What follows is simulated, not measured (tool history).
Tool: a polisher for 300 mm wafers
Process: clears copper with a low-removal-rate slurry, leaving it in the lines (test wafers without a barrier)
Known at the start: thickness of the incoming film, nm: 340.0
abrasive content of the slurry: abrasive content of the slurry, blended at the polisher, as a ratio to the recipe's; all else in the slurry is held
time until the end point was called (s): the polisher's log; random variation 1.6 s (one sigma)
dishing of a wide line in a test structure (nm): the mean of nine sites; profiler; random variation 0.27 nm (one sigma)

run	hour	flow of slurry (ml/min)	pressure of the wafer on the pad (kPa)	speed of the pad under the wafer (m/s)	abrasive content of the slurry	overpolish time after the end point (s)	time until the end point was called (s)	dishing of a wide line in a test structure (nm)
1	0	175	22.8	1.28	1	15	89.363	38.682
2	7.7	180	22.1	1.28	1	13	90.065	33.779
3	14	180	22.1	1.28	1	10	89.494	26.321
4	22.8	220	22.1	1.28	1	10	89.176	26.697
5	30.9	220	18.6	1.28	1	10	101.02	23.728
6	33.7	220	18.6	1.28	1	15	99.669	33.412
7	34.3	225	18.6	1.3	1	13	99.727	30.365

Run 8 comes next. What will it give?
8	38	225	19.3	1.28	1	12	?	?

Run 8 gave time until the end point was called (s) 96.983, dishing of a wide line in a test structure (nm) 28.043.
